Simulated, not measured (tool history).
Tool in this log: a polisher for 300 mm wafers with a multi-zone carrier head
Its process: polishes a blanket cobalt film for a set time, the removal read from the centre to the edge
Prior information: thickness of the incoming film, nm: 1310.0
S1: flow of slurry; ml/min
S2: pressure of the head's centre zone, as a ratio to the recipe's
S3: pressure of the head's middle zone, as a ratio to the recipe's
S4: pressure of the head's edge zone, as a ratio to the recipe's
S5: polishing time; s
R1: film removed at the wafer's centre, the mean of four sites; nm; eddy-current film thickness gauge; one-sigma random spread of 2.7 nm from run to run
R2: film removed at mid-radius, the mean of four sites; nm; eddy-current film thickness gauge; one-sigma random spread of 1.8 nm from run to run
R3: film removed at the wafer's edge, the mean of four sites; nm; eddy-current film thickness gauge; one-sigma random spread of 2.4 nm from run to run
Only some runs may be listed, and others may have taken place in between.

{"run": 1, "hour": 0.0, "S1": 200, "S2": 1, "S3": 1, "S4": 1, "S5": 65, "R1": 265.91, "R2": 262.32, "R3": 253.64}
{"run": 2, "hour": 5.9, "S1": 195, "S2": 0.99, "S3": 0.98, "S4": 0.99, "S5": 63, "R1": 246.31, "R2": 247.14, "R3": 241.37}
{"run": 3, "hour": 12.4, "S1": 195, "S2": 0.99, "S3": 0.98, "S4": 0.99, "S5": 73, "R1": 286.44, "R2": 286.53, "R3": 280.44}
{"run": 4, "hour": 20.0, "S1": 190, "S2": 0.99, "S3": 0.96, "S4": 0.98, "S5": 70, "R1": 273.46, "R2": 275.52, "R3": 268.7}
{"hour": 24.0, "done": "worn pad replaced by a new one"}
{"run": 5, "hour": 24.0, "S1": 150, "S2": 0.99, "S3": 0.96, "S4": 0.98, "S5": 70, "R1": 281.78, "R2": 281.74, "R3": 284.46}
{"run": 6, "hour": 29.5, "S1": 150, "S2": 0.99, "S3": 0.96, "S4": 1.02, "S5": 70, "R1": 285.69, "R2": 283.08, "R3": 285.85}

For run 7, what comes out?
{"run": 7, "hour": 31.1, "S1": 155, "S2": 0.99, "S3": 0.94, "S4": 1.01, "S5": 67, "R1": "?", "R2": "?", "R3": "?"}

Run 7 gave R1 271.44 nm, R2 262.55 nm, R3 275.94 nm.
